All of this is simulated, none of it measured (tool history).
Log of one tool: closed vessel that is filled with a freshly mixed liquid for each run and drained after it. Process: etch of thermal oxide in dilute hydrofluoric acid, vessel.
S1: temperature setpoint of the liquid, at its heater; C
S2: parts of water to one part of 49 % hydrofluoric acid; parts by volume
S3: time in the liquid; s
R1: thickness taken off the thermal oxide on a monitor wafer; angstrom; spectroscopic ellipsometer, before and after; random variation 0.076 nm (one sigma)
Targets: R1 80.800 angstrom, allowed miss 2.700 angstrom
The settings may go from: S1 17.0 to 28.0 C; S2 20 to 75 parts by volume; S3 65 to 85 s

run,day,S1,S2,S3,R1
1,0.000,20.0,45,85,97.571
2,0.250,17.0,45,85,85.264
3,0.508,17.0,60,85,61.670
4,0.871,19.0,60,85,68.615
5,1.154,17.0,60,85,62.250
6,1.500,18.5,60,85,66.734
7,1.638,19.5,60,85,69.520
8,1.712,20.5,60,85,70.706
9,1.812,21.5,60,85,75.420
10,2.029,22.0,60,85,77.120

4 next moves are on the table. One of them brings every result within its allowed miss. Which?
A,2.246,22.5,55,85,?
B,2.246,27.5,55,70,?
C,2.246,23.0,60,85,?
D,2.246,24.0,55,80,?

move,R1
A,85.616
B,86.405
C,79.612
D,85.722
A: takes the result that was furthest off past its target
B: takes the result that was furthest off past its target
C: meets every target
D: takes the result that was furthest off past its target
The right move is C.
